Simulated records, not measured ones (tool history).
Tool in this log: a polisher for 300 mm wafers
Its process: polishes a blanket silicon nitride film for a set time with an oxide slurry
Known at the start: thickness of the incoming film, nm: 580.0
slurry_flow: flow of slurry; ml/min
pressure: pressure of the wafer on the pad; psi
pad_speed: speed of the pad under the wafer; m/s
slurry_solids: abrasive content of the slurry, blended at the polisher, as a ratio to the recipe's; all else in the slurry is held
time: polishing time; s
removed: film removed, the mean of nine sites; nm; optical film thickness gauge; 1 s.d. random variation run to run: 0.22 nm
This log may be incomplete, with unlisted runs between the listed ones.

{"run": 1, "hour": 0.0, "slurry_flow": 270, "pressure": 3.2, "pad_speed": 1.36, "slurry_solids": 1, "time": 28, "removed": 21.139}
{"run": 2, "hour": 6.3, "slurry_flow": 270, "pressure": 3.2, "pad_speed": 1.36, "slurry_solids": 1, "time": 28, "removed": 21.325}
{"run": 3, "hour": 10.6, "slurry_flow": 270, "pressure": 3.2, "pad_speed": 1.16, "slurry_solids": 1, "time": 28, "removed": 19.426}
{"run": 4, "hour": 17.3, "slurry_flow": 270, "pressure": 3.2, "pad_speed": 0.98, "slurry_solids": 1, "time": 28, "removed": 17.282}
{"run": 5, "hour": 18.0, "slurry_flow": 270, "pressure": 3.4, "pad_speed": 0.98, "slurry_solids": 1, "time": 28, "removed": 17.906}
{"run": 6, "hour": 18.9, "slurry_flow": 270, "pressure": 3.4, "pad_speed": 0.98, "slurry_solids": 0.85, "time": 28, "removed": 16.809}
{"run": 7, "hour": 20.3, "slurry_flow": 275, "pressure": 4.3, "pad_speed": 1, "slurry_solids": 0.85, "time": 28, "removed": 20.897}

Forecast run 8:
{"run": 8, "hour": 27.3, "slurry_flow": 275, "pressure": 4.5, "pad_speed": 1, "slurry_solids": 0.85, "time": 28, "removed": "?"}

removed: 21.749 nm
